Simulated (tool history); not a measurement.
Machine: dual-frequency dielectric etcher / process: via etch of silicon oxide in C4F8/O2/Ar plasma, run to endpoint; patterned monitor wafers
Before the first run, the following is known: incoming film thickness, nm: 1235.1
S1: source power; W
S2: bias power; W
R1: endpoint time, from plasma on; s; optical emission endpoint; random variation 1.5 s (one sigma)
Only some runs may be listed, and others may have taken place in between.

run	hour	S1	S2	R1
1	0	2650	1584	249.21
2	6.7	3010	1584	236.31
3	12.5	2540	1584	254.95
4	18.9	2780	1639	241.74
5	20	2940	1675	236.97
6	23.8	2940	1394	248.09
7	27.4	3140	1457	240.58

What does the tool deliver on the next run?
8	30.1	3280	1524	?

R1: 233.39 s

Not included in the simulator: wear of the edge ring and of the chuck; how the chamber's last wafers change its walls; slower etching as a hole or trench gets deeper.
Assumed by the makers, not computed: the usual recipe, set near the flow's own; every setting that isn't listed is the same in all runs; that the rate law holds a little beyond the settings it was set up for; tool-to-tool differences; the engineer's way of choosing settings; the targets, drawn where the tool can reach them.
